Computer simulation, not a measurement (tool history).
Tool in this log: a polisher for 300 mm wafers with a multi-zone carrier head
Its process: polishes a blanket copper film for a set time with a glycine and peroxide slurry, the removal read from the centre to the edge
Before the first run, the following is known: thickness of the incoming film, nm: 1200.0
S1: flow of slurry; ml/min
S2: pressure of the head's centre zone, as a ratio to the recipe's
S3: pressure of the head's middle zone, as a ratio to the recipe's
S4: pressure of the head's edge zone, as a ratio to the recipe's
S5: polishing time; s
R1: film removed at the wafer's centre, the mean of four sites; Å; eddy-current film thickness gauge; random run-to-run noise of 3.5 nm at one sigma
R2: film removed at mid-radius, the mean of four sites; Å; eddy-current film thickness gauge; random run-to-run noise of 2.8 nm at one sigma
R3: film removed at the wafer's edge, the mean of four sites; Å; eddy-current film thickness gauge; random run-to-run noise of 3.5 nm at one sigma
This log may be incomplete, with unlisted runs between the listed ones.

run 1 hour=0 | S1=195 S2=1 S3=1 S4=1 S5=74 | R1=4570.9 R2=4583.3 R3=4437
run 2 hour=4.6 | S1=195 S2=1 S3=1 S4=1 S5=86 | R1=5326.2 R2=5259.7 R3=5183.3
run 3 hour=8.8 | S1=195 S2=0.95 S3=1 S4=1 S5=86 | R1=5032 R2=5379.2 R3=5212.7
run 4 hour=14.7 | S1=240 S2=0.95 S3=1 S4=1 S5=86 | R1=5084.2 R2=5510.4 R3=5300.8
run 5 hour=18.8 | S1=240 S2=0.93 S3=0.99 S4=0.97 S5=75 | R1=4216.6 R2=4698.1 R3=4497.2
run 6 hour=27 | S1=240 S2=0.92 S3=0.99 S4=0.94 S5=67 | R1=3921.2 R2=4243.4 R3=4103.5
run 7 hour=30.3 | S1=245 S2=0.91 S3=1.01 S4=0.93 S5=59 | R1=3308.6 R2=3806.7 R3=3539.3
run 8 hour=35.5 | S1=240 S2=0.9 S3=1.02 S4=0.91 S5=55 | R1=3114.8 R2=3517.1 R3=3266.3
run 9 hour=38 | S1=225 S2=0.88 S3=1.03 S4=0.89 S5=54 | R1=2879.2 R2=3415 R3=3064.3
run 10 hour=45.1 | S1=225 S2=0.88 S3=1.03 S4=0.89 S5=54 | R1=2968.4 R2=3420.7 R3=3060.4
run 11 hour=51.6 | S1=210 S2=0.86 S3=1.03 S4=0.89 S5=54 | R1=2840.4 R2=3397.7 R3=3149

Estimate the outcome of run 12 from the log above:
run 12 hour=53.5 | S1=200 S2=0.86 S3=1.03 S4=0.87 S5=53 | R1=? R2=? R3=?

R1: 2753.5 Å
R2: 3338 Å
R3: 3031.3 Å
